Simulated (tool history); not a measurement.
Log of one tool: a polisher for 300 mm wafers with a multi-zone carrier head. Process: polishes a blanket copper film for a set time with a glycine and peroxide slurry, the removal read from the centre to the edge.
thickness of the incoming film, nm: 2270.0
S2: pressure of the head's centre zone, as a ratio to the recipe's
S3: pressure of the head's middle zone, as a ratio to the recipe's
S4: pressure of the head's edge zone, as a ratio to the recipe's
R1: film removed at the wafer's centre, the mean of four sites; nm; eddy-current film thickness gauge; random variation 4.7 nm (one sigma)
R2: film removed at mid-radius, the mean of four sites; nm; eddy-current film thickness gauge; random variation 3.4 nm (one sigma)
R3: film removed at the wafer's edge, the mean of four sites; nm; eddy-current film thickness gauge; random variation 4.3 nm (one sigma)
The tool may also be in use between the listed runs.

run 1 hour=0 | flow_of_slurry_(ml/min)=150 S2=1 S3=1 S4=1 polishing_time_(s)=71 | R1=290.88 R2=292.23 R3=297.13
run 2 hour=1.1 | flow_of_slurry_(ml/min)=150 S2=1 S3=1 S4=1 polishing_time_(s)=64 | R1=261.1 R2=258.57 R3=262.48
run 3 hour=3.9 | flow_of_slurry_(ml/min)=150 S2=1 S3=1.06 S4=1 polishing_time_(s)=64 | R1=259.9 R2=277.64 R3=266.67
run 4 hour=7.2 | flow_of_slurry_(ml/min)=160 S2=1.02 S3=1.08 S4=1.01 polishing_time_(s)=68 | R1=287.47 R2=298.06 R3=286.25
run 5 hour=12.3 | flow_of_slurry_(ml/min)=160 S2=1.02 S3=1.08 S4=1.01 polishing_time_(s)=60 | R1=254.39 R2=266.83 R3=251.41
-- hour=14.8 edge zone pressure recalibrated
run 6 hour=14.8 | flow_of_slurry_(ml/min)=160 S2=1.02 S3=1.05 S4=1.01 polishing_time_(s)=60 | R1=253.43 R2=257.74 R3=250.3
run 7 hour=16.2 | flow_of_slurry_(ml/min)=165 S2=1.03 S3=1.07 S4=1 polishing_time_(s)=65 | R1=273.32 R2=285.36 R3=267.16
run 8 hour=21.8 | flow_of_slurry_(ml/min)=170 S2=1.04 S3=1.09 S4=1.01 polishing_time_(s)=69 | R1=298.44 R2=309.06 R3=295.3
run 9 hour=30.1 | flow_of_slurry_(ml/min)=175 S2=1.05 S3=1.11 S4=0.99 polishing_time_(s)=72 | R1=319.71 R2=335.35 R3=294.88
run 10 hour=32 | flow_of_slurry_(ml/min)=180 S2=1.06 S3=1.12 S4=1 polishing_time_(s)=75 | R1=330.68 R2=347.86 R3=315.88

The next listed run, before its measurement:
run 11 hour=37.9 | flow_of_slurry_(ml/min)=185 S2=1.07 S3=1.13 S4=1 polishing_time_(s)=78 | R1=? R2=? R3=?

{"run 11": {"R1": 348.08, "R2": 366.38, "R3": 326.66}}
